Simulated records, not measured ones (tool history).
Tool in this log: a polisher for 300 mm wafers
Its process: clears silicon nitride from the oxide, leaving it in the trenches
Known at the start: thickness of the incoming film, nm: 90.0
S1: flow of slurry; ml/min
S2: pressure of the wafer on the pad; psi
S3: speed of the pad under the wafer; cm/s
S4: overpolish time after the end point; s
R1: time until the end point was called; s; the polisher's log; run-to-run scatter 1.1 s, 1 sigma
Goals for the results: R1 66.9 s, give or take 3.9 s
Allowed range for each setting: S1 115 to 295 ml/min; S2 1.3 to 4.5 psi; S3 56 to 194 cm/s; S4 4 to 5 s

| run | hour | S1 | S2 | S3 | S4 | R1 |
|---|---|---|---|---|---|---|
| 1 | 0 | 190 | 2.9 | 124 | 5 | 98.023 |
| 2 | 3.7 | 190 | 3 | 124 | 5 | 91.514 |
| 3 | 6.3 | 155 | 3 | 124 | 5 | 99.309 |
| 4 | 9.1 | 115 | 3 | 124 | 5 | 99.76 |
| 5 | 10.1 | 115 | 3.1 | 124 | 5 | 99.997 |
| 6 | 18.9 | 115 | 3.2 | 124 | 5 | 93.599 |
| 7 | 21.8 | 115 | 3.3 | 124 | 5 | 91.916 |
| 8 | 30.5 | 115 | 4.1 | 130 | 5 | 71.917 |
| 9 | 33.4 | 115 | 4.2 | 130 | 5 | 72.314 |

Consider the 4 candidate settings below. Which is the only one whose results all fall within their allowed miss of target?
| A | 36.3 | 130 | 4.5 | 126 | 5 | ? |
| B | 36.3 | 130 | 3.8 | 124 | 5 | ? |
| C | 36.3 | 120 | 4.3 | 116 | 5 | ? |
| D | 36.3 | 170 | 3.8 | 118 | 5 | ? |

| move | R1 |
|---|---|
| A | 67.436 |
| B | 80.167 |
| C | 77.387 |
| D | 80.512 |
A: in spec on every target
B: lands further from the targets than the last run did
C: lands further from the targets than the last run did
D: lands further from the targets than the last run did
The move that meets every target is A.
